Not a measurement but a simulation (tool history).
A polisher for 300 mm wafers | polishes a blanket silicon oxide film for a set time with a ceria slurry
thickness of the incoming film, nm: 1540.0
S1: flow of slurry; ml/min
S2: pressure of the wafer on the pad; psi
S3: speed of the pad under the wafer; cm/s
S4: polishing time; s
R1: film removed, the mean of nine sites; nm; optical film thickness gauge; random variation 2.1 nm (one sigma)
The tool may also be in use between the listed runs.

Run 1, hour 0: S1 185 ml/min, S2 4.1 psi, S3 92 cm/s, S4 85 s. Result: R1 414.93 nm.
Run 2, hour 2: S1 180 ml/min, S2 3.8 psi, S3 92 cm/s, S4 85 s. Result: R1 384.9 nm.
Run 3, hour 3.2: S1 175 ml/min, S2 3.5 psi, S3 92 cm/s, S4 85 s. Result: R1 360.44 nm.
Run 4, hour 9: S1 210 ml/min, S2 3.5 psi, S3 92 cm/s, S4 85 s. Result: R1 369.74 nm.
Run 5, hour 17.3: S1 210 ml/min, S2 4.4 psi, S3 92 cm/s, S4 85 s. Result: R1 446.76 nm.
Run 6, hour 22.2: S1 205 ml/min, S2 3.9 psi, S3 92 cm/s, S4 85 s. Result: R1 403.31 nm.
Run 7, hour 28.2: S1 195 ml/min, S2 3.6 psi, S3 92 cm/s, S4 85 s. Result: R1 379.12 nm.
Run 8, hour 32.4: S1 185 ml/min, S2 3.3 psi, S3 92 cm/s, S4 85 s. Result: R1 351.33 nm.
Run 9, hour 38.8: S1 180 ml/min, S2 3.1 psi, S3 92 cm/s, S4 85 s. Result: R1 333.56 nm.

Forecast run 10:
Run 10, hour 45: S1 175 ml/min, S2 3 psi, S3 92 cm/s, S4 85 s. Result: R1 ?.

Run 10 gave R1 324.94 nm.
